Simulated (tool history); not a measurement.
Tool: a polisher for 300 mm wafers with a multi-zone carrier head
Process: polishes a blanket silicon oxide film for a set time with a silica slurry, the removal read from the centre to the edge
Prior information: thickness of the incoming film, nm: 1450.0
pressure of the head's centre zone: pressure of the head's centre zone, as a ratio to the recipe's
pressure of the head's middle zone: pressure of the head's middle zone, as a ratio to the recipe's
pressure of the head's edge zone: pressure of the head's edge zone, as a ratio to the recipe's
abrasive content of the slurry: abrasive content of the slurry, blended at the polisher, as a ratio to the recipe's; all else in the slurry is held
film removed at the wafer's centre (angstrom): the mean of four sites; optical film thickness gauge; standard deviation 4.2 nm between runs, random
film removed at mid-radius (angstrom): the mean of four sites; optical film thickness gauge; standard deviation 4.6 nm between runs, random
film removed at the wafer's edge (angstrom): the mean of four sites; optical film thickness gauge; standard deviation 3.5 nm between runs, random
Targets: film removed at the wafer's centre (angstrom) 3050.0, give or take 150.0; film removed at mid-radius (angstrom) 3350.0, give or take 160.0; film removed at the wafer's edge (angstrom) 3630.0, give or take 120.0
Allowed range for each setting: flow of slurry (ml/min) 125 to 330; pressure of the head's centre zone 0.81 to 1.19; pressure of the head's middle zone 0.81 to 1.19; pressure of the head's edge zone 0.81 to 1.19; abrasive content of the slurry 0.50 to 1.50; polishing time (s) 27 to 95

run  hour  flow of slurry (ml/min)  pressure of the head's centre zone  pressure of the head's middle zone  pressure of the head's edge zone  abrasive content of the slurry  polishing time (s)  film removed at the wafer's centre (angstrom)  film removed at mid-radius (angstrom)  film removed at the wafer's edge (angstrom)
  1   0.0                      210                                1.00                                1.00                              1.00                            1.00                  61                                         2941.0                                 2891.6                                       2966.1
  2   3.0                      215                                0.98                                1.01                              1.04                            1.05                  61                                         2996.2                                 2965.5                                       3137.5
  3   4.9                      220                                0.96                                1.03                              1.07                            1.05                  61                                         2881.6                                 3022.1                                       3098.0
  4  13.0                      220                                0.96                                1.03                              1.07                            1.05                  56                                         2719.2                                 2881.6                                       2866.0
  5  21.3                      220                                1.01                                1.03                              1.07                            1.05                  56                                         2840.0                                 2844.2                                       2858.7
  6  26.7                      220                                0.98                                1.03                              1.09                            1.15                  56                                         2895.4                                 2968.3                                       2999.5
  7  27.4                      220                                0.95                                1.02                              1.11                            1.20                  57                                         2737.1                                 3022.4                                       3138.7
  8  32.3                      225                                0.96                                1.01                              1.12                            1.25                  57                                         2850.9                                 3086.8                                       3261.5
  9  37.7                      230                                0.96                                1.01                              1.13                            1.30                  57                                         2962.4                                 3148.1                                       3327.2
 10  38.5                      235                                0.95                                1.01                              1.14                            1.35                  57                                         2961.3                                 3146.5                                       3283.3
 11  41.2                      225                                0.95                                1.01                              1.15                            1.40                  57                                         3002.0                                 3248.4                                       3396.7
 12  44.8                      225                                0.95                                1.00                              1.16                            1.40                  57                                         3009.7                                 3133.1                                       3364.7
 13  49.2                      230                                0.94                                1.00                              1.17                            1.40                  57                                         3025.3                                 3208.8                                       3373.2
 14  53.2                      225                                0.93                                0.99                              1.17                            1.40                  58                                         3003.0                                 3100.5                                       3474.5
 15  57.8                      225                                0.92                                1.00                              1.17                            1.40                  58                                         2946.4                                 3220.4                                       3464.3

Exactly one of the 5 candidate moves below puts every result within its allowed miss. Which one?
  A  62.4                      200                                0.85                                1.03                              1.19                            1.50                  57                                              ?                                      ?                                            ?
  B  62.4                      255                                0.89                                0.97                              1.14                            1.50                  59                                              ?                                      ?                                            ?
  C  62.4                      210                                0.91                                0.93                              1.19                            1.50                  57                                              ?                                      ?                                            ?
  D  62.4                      250                                0.95                                1.03                              1.13                            1.45                  53                                              ?                                      ?                                            ?
  E  62.4                      260                                1.03                                1.10                              1.16                            1.50                  51                                              ?                                      ?                                            ?

move  film removed at the wafer's centre (angstrom)  film removed at mid-radius (angstrom)  film removed at the wafer's edge (angstrom)
   A                                         2641.4                                 3289.0                                       3521.8
   B                                         2972.5                                 3350.3                                       3664.6
   C                                         2851.6                                 3044.9                                       3546.3
   D                                         2811.8                                 3117.4                                       3230.9
   E                                         2987.5                                 3221.3                                       3194.5
A: puts the biggest miss on target and leaves a different result outside tolerance
B: all results land within tolerance of their targets
C: puts the biggest miss on target and leaves a different result outside tolerance
D: its largest miss is bigger than the last run's
E: its largest miss is bigger than the last run's
Go with B: it meets all targets.
